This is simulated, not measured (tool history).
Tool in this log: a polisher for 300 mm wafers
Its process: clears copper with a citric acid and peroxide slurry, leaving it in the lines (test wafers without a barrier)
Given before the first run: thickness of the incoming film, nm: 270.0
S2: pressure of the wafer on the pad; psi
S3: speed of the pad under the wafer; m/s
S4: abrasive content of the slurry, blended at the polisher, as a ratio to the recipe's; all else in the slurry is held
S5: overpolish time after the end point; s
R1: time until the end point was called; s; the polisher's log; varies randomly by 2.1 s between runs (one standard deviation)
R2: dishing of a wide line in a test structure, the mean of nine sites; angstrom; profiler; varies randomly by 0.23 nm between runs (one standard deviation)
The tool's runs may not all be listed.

Run 1, hour 0.0: flow of slurry (ml/min) 235, S2 2.6 psi, S3 1.22 m/s, S4 1.0, S5 20 s. Result: R1 140.04 s, R2 246.58 angstrom.
Run 2, hour 4.0: flow of slurry (ml/min) 235, S2 2.6 psi, S3 1.00 m/s, S4 1.0, S5 20 s. Result: R1 172.92 s, R2 204.98 angstrom.
Run 3, hour 6.2: flow of slurry (ml/min) 235, S2 2.3 psi, S3 1.00 m/s, S4 1.0, S5 17 s. Result: R1 181.70 s, R2 162.34 angstrom.
Run 4, hour 12.9: flow of slurry (ml/min) 235, S2 2.0 psi, S3 1.00 m/s, S4 1.0, S5 16 s. Result: R1 205.19 s, R2 138.56 angstrom.
Run 5, hour 18.2: flow of slurry (ml/min) 235, S2 2.0 psi, S3 1.00 m/s, S4 1.0, S5 12 s. Result: R1 203.48 s, R2 102.61 angstrom.
Run 6, hour 19.7: flow of slurry (ml/min) 230, S2 1.9 psi, S3 1.00 m/s, S4 1.0, S5 13 s. Result: R1 213.03 s, R2 111.18 angstrom.
Run 7, hour 27.2: flow of slurry (ml/min) 220, S2 1.8 psi, S3 1.00 m/s, S4 1.0, S5 13 s. Result: R1 223.15 s, R2 110.32 angstrom.

Run 8, settings as shown, results not yet in. Your forecast:
Run 8, hour 33.1: flow of slurry (ml/min) 215, S2 1.8 psi, S3 1.00 m/s, S4 1.0, S5 13 s. Result: R1 ?, R2 ?.

{"run 8": {"R1": 216.95, "R2": 109.96}}
